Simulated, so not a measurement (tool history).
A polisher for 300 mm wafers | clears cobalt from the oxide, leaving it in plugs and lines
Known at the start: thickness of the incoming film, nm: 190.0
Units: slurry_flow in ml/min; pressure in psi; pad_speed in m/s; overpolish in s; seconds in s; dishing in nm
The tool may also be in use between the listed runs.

Run 1, day 0: slurry_flow 310 ml/min, pressure 1.3 psi, pad_speed 1.04 m/s, overpolish 15 s. Result: seconds 53.978 s, dishing 38.607 nm.
Run 2, day 0.154: slurry_flow 310 ml/min, pressure 1.2 psi, pad_speed 1.04 m/s, overpolish 16 s. Result: seconds 59.644 s, dishing 38.135 nm.
Run 3, day 0.392: slurry_flow 310 ml/min, pressure 1.1 psi, pad_speed 1.04 m/s, overpolish 17 s. Result: seconds 62.614 s, dishing 39.256 nm.
Run 4, day 0.7: slurry_flow 310 ml/min, pressure 1 psi, pad_speed 1.04 m/s, overpolish 18 s. Result: seconds 68.888 s, dishing 38.587 nm.
Run 5, day 0.938: slurry_flow 310 ml/min, pressure 1 psi, pad_speed 1.04 m/s, overpolish 19 s. Result: seconds 67.701 s, dishing 38.425 nm.
Run 6, day 1.179: slurry_flow 310 ml/min, pressure 1 psi, pad_speed 1.24 m/s, overpolish 19 s. Result: seconds 59.112 s, dishing 42.725 nm.
Run 7, day 1.217: slurry_flow 310 ml/min, pressure 0.9 psi, pad_speed 1.22 m/s, overpolish 20 s. Result: seconds 68.127 s, dishing 40.696 nm.
Run 8, day 1.5: slurry_flow 310 ml/min, pressure 0.9 psi, pad_speed 1.22 m/s, overpolish 21 s. Result: seconds 65.233 s, dishing 44.176 nm.

Forecast run 9:
Run 9, day 1.729: slurry_flow 310 ml/min, pressure 0.9 psi, pad_speed 1.22 m/s, overpolish 21 s. Result: seconds ?, dishing ?.

{"run 9": {"seconds": 65.25, "dishing": 43.334}}
